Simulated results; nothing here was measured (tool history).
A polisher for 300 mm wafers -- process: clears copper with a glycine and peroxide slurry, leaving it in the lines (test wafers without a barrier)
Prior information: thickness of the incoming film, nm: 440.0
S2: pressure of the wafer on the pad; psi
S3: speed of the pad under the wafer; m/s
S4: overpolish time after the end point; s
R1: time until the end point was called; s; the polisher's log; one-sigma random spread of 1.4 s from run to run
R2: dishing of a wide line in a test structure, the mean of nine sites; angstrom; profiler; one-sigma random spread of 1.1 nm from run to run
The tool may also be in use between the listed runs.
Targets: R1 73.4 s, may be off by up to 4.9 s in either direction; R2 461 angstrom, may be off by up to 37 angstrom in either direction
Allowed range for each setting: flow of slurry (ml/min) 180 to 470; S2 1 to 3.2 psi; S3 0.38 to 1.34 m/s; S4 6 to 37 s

{"run": 1, "hour": 0.0, "flow of slurry (ml/min)": 300, "S2": 2.1, "S3": 0.86, "S4": 19, "R1": 105.61, "R2": 457.34}
{"run": 2, "hour": 7.6, "flow of slurry (ml/min)": 300, "S2": 2.3, "S3": 0.88, "S4": 18, "R1": 96.125, "R2": 436.71}
{"run": 3, "hour": 16.6, "flow of slurry (ml/min)": 300, "S2": 2.4, "S3": 0.9, "S4": 18, "R1": 92.468, "R2": 468.28}
{"run": 4, "hour": 20.7, "flow of slurry (ml/min)": 300, "S2": 2.4, "S3": 0.9, "S4": 26, "R1": 92.2, "R2": 583.76}
{"hour": 26.4, "done": "worn pad replaced by a new one"}
{"run": 5, "hour": 26.4, "flow of slurry (ml/min)": 300, "S2": 2.4, "S3": 0.9, "S4": 32, "R1": 84.299, "R2": 704.68}
{"run": 6, "hour": 34.0, "flow of slurry (ml/min)": 300, "S2": 2.5, "S3": 0.92, "S4": 28, "R1": 82.629, "R2": 630.15}
{"run": 7, "hour": 42.0, "flow of slurry (ml/min)": 300, "S2": 2.6, "S3": 0.92, "S4": 26, "R1": 81.645, "R2": 620.18}
{"run": 8, "hour": 44.3, "flow of slurry (ml/min)": 300, "S2": 2.7, "S3": 0.94, "S4": 23, "R1": 76.588, "R2": 620.66}
{"run": 9, "hour": 47.1, "flow of slurry (ml/min)": 300, "S2": 2.7, "S3": 0.96, "S4": 20, "R1": 77.497, "R2": 544.72}
{"run": 10, "hour": 56.0, "flow of slurry (ml/min)": 300, "S2": 2.7, "S3": 0.96, "S4": 19, "R1": 71.909, "R2": 550.53}
{"run": 11, "hour": 64.2, "flow of slurry (ml/min)": 300, "S2": 2.7, "S3": 0.96, "S4": 18, "R1": 75.357, "R2": 525.15}

4 candidate next runs follow, results not yet known. Just one meets every target within its allowed miss. Identify it.
{"run": "A", "hour": 72.4, "flow of slurry (ml/min)": 240, "S2": 2.4, "S3": 1.26, "S4": 14, "R1": "?", "R2": "?"}
{"run": "B", "hour": 72.4, "flow of slurry (ml/min)": 280, "S2": 2.6, "S3": 0.88, "S4": 15, "R1": "?", "R2": "?"}
{"run": "C", "hour": 72.4, "flow of slurry (ml/min)": 285, "S2": 2.6, "S3": 1.08, "S4": 23, "R1": "?", "R2": "?"}
{"run": "D", "hour": 72.4, "flow of slurry (ml/min)": 325, "S2": 2.5, "S3": 0.92, "S4": 15, "R1": "?", "R2": "?"}

move=A R1=73.347 R2=452.75
move=B R1=82.923 R2=442.91
move=C R1=73.837 R2=613.26
move=D R1=82.317 R2=443.92
A: hits every target within its allowed miss
B: puts the biggest miss on target and leaves a different result outside tolerance
C: further off than the last run
D: puts the biggest miss on target and leaves a different result outside tolerance
A is the move that brings every result within its allowed miss.
